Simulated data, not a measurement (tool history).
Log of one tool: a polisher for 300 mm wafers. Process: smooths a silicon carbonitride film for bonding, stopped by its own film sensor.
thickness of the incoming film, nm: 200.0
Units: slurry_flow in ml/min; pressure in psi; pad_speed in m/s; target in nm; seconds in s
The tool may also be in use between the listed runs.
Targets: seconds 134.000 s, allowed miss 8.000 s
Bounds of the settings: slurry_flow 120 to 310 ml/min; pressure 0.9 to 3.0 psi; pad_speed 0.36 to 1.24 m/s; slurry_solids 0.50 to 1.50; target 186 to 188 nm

| run | hour | slurry_flow | pressure | pad_speed | slurry_solids | target | seconds |
|---|---|---|---|---|---|---|---|
| 1 | 0.0 | 200 | 1.9 | 0.80 | 1.00 | 186 | 84.434 |
| 2 | 6.5 | 200 | 1.9 | 0.80 | 1.00 | 188 | 69.885 |
| 3 | 15.1 | 200 | 1.7 | 0.78 | 1.00 | 188 | 79.438 |
| 4 | 16.1 | 200 | 1.6 | 0.74 | 1.00 | 188 | 90.001 |
| 5 | 20.0 | 200 | 1.5 | 0.74 | 1.00 | 188 | 93.980 |
| 6 | 29.0 | 200 | 1.4 | 0.72 | 1.00 | 188 | 103.190 |
| 7 | 32.5 | 200 | 1.3 | 0.72 | 1.00 | 188 | 109.560 |
| 8 | 34.7 | 200 | 1.2 | 0.72 | 1.00 | 188 | 114.840 |

Which of these 4 next moves meets every target?
| A | 36.9 | 180 | 0.9 | 0.72 | 0.85 | 188 | ? |
| B | 36.9 | 240 | 1.2 | 0.60 | 0.95 | 188 | ? |
| C | 36.9 | 185 | 1.1 | 0.60 | 0.95 | 187 | ? |
| D | 36.9 | 170 | 1.2 | 0.60 | 0.90 | 187 | ? |

| move | seconds |
|---|---|
| A | 158.970 |
| B | 131.050 |
| C | 157.460 |
| D | 150.820 |
A: takes the result that was furthest off past its target
B: meets every target
C: takes the result that was furthest off past its target
D: takes the result that was furthest off past its target
Move B is the one to make.
